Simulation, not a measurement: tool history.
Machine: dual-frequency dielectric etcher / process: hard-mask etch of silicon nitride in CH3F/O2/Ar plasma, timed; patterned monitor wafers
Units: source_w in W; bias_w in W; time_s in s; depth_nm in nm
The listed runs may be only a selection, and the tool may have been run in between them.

run 1 hour=0.0 | source_w=380 bias_w=97 time_s=147.5 | depth_nm=107.570
run 2 hour=1.0 | source_w=410 bias_w=97 time_s=147.5 | depth_nm=110.430
run 3 hour=9.3 | source_w=350 bias_w=97 time_s=147.5 | depth_nm=105.070
run 4 hour=17.8 | source_w=350 bias_w=97 time_s=147.5 | depth_nm=105.110
run 5 hour=20.3 | source_w=340 bias_w=94 time_s=146.5 | depth_nm=101.540
run 6 hour=23.8 | source_w=330 bias_w=93 time_s=146.5 | depth_nm=100.710
run 7 hour=27.9 | source_w=320 bias_w=91 time_s=146.0 | depth_nm=99.794
run 8 hour=34.2 | source_w=310 bias_w=89 time_s=145.5 | depth_nm=96.889

Expected results for the next run?
run 9 hour=36.6 | source_w=300 bias_w=88 time_s=145.5 | depth_nm=?

depth_nm: 94.906 nm
